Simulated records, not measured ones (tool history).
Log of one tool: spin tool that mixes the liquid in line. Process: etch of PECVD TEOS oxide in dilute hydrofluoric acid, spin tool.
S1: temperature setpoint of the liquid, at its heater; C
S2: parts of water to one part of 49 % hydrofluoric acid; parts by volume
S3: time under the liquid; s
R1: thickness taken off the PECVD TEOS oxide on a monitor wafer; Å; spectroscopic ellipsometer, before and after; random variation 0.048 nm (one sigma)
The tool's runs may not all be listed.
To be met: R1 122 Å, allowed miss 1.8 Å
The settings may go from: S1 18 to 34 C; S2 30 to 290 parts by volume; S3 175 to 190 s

Run 1, hour 0: S1 26 C, S2 160 parts by volume, S3 175 s. Result: R1 83.791 Å.
Run 2, hour 2: S1 27.5 C, S2 160 parts by volume, S3 175 s. Result: R1 88.382 Å.
Run 3, hour 10.3: S1 27.5 C, S2 185 parts by volume, S3 175 s. Result: R1 74 Å.
Run 4, hour 11.5: S1 29 C, S2 185 parts by volume, S3 175 s. Result: R1 78.016 Å.
Run 5, hour 16.2: S1 30 C, S2 180 parts by volume, S3 175 s. Result: R1 83.759 Å.
At hour 18: hydrofluoric acid flow meter replaced.
Run 6, hour 18: S1 33 C, S2 180 parts by volume, S3 175 s. Result: R1 106.71 Å.
Run 7, hour 19.6: S1 33.5 C, S2 175 parts by volume, S3 175 s. Result: R1 113.45 Å.
Run 8, hour 27.9: S1 34 C, S2 170 parts by volume, S3 175 s. Result: R1 118.49 Å.

4 next moves are on the table. One of them brings every result within its allowed miss. Which?
Run A, hour 36.2: S1 30.5 C, S2 150 parts by volume, S3 175 s. Result: R1 ?.
Run B, hour 36.2: S1 33.5 C, S2 175 parts by volume, S3 180 s. Result: R1 ?.
Run C, hour 36.2: S1 33 C, S2 165 parts by volume, S3 175 s. Result: R1 ?.
Run D, hour 36.2: S1 32 C, S2 165 parts by volume, S3 180 s. Result: R1 ?.

move      R1
   A  123.02
   B  116.43
   C  119.65
   D  118.88
A: meets every target
B: further off than the last run
C: nearer than the last run, and not there yet
D: nearer than the last run, and not there yet
Move A is the one to make.
